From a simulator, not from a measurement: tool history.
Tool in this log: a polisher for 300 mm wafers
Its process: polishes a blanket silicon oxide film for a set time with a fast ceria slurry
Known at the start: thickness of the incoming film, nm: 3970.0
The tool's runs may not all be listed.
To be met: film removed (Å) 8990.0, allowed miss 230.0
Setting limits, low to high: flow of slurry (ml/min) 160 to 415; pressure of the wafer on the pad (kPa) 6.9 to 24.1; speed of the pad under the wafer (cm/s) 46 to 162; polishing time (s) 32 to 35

| run | day | flow of slurry (ml/min) | pressure of the wafer on the pad (kPa) | speed of the pad under the wafer (cm/s) | polishing time (s) | film removed (Å) |
|---|---|---|---|---|---|---|
| 1 | 0.000 | 265 | 15.2 | 104 | 35 | 5064.1 |
| 2 | 0.312 | 270 | 16.5 | 104 | 35 | 5538.1 |
| 3 | 0.375 | 270 | 16.5 | 82 | 35 | 4394.0 |
| 4 | 0.646 | 270 | 16.5 | 102 | 35 | 5299.9 |
| 5 | 0.850 | 270 | 17.9 | 104 | 35 | 5880.6 |
| 6 | 1.138 | 220 | 17.9 | 104 | 35 | 5776.0 |
| 7 | 1.325 | 230 | 19.3 | 106 | 35 | 6320.1 |
| 8 | 1.425 | 240 | 20.0 | 108 | 35 | 6758.9 |
| 9 | 1.662 | 260 | 24.1 | 108 | 35 | 8111.4 |
| 10 | 1.842 | 260 | 24.1 | 110 | 35 | 8475.1 |
| 11 | 2.088 | 265 | 24.1 | 114 | 35 | 8577.7 |

Exercise: of the 4 proposed moves below, exactly one satisfies all targets within the stated allowed misses. Which move is it?
| A | 2.333 | 240 | 22.8 | 140 | 32 | ? |
| B | 2.333 | 250 | 23.4 | 128 | 32 | ? |
| C | 2.333 | 230 | 23.4 | 132 | 35 | ? |
| D | 2.333 | 250 | 24.1 | 106 | 35 | ? |

| move | film removed (Å) |
|---|---|
| A | 8997.5 |
| B | 8530.8 |
| C | 9515.1 |
| D | 7990.1 |
A: meets every target
B: its largest miss is bigger than the last run's
C: takes the biggest miss from the last run beyond its target
D: its largest miss is bigger than the last run's
The move that meets every target is A.

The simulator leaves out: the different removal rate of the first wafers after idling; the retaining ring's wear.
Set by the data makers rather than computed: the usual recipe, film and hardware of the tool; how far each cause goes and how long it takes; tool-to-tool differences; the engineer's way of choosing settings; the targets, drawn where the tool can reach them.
